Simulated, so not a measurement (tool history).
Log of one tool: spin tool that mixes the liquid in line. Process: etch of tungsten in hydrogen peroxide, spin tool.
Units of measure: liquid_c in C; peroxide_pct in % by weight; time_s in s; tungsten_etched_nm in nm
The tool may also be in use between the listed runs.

run	hour	liquid_c	peroxide_pct	time_s	tungsten_etched_nm
1	0.0	54.0	21.5	50	112.830
2	1.2	59.5	21.5	50	154.030
3	6.7	57.5	21.5	50	137.750
4	15.6	57.5	19.0	50	130.350
5	17.5	54.0	19.0	50	105.820
6	25.4	52.5	19.0	50	97.520
7	26.7	51.0	19.0	50	90.666
8	34.3	49.5	19.0	50	80.673
9	38.2	48.5	19.0	50	77.299

Forecast run 10:
10	44.8	47.5	19.0	50	?

For run 10 the tool returned tungsten_etched_nm 71.621 nm.
